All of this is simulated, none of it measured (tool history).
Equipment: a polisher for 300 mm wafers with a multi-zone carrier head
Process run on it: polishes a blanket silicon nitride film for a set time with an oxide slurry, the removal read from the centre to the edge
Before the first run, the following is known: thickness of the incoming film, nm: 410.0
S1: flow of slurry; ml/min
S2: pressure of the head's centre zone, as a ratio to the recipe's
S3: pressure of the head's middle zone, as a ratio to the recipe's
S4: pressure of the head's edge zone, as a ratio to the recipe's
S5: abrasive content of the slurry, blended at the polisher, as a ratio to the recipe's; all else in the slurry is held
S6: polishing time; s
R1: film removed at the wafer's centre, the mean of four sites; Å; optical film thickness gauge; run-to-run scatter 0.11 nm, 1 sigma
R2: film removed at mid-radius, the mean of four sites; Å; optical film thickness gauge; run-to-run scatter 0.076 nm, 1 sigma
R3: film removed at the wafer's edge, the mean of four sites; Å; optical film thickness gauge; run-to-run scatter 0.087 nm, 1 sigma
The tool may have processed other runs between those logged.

run	hour	S1	S2	S3	S4	S5	S6	R1	R2	R3
1	0.0	145	1.00	1.00	1.00	1.00	42	228.68	229.23	228.49
2	1.7	130	0.97	0.95	0.96	0.85	40	194.84	193.19	199.73
3	10.1	120	0.95	0.92	0.93	0.75	38	170.07	166.70	174.76
4	16.3	120	0.95	0.92	0.93	0.55	38	151.17	150.34	155.95
5	24.0	115	0.93	0.89	0.91	0.55	37	144.25	140.31	149.50
6	25.1	140	0.93	0.89	0.91	0.55	37	149.52	149.22	155.21
7	30.2	125	0.91	0.87	0.89	0.55	37	144.49	140.90	151.93
8	35.4	115	0.89	0.87	0.87	0.55	37	136.52	138.87	147.59
9	42.1	110	0.89	0.86	0.86	0.55	37	132.04	134.81	143.73
10	47.4	105	0.89	0.85	0.85	0.55	37	133.81	131.66	142.93
11	48.6	100	0.88	0.84	0.84	0.55	37	129.29	127.60	140.66
12	52.3	95	0.88	0.84	0.83	0.55	37	125.74	126.01	139.46

Expected results for the next run?
13	60.4	95	0.88	0.84	0.82	0.55	37	?	?	?

Run 13 produced R1 126.56 Å, R2 125.72 Å, R3 138.68 Å.
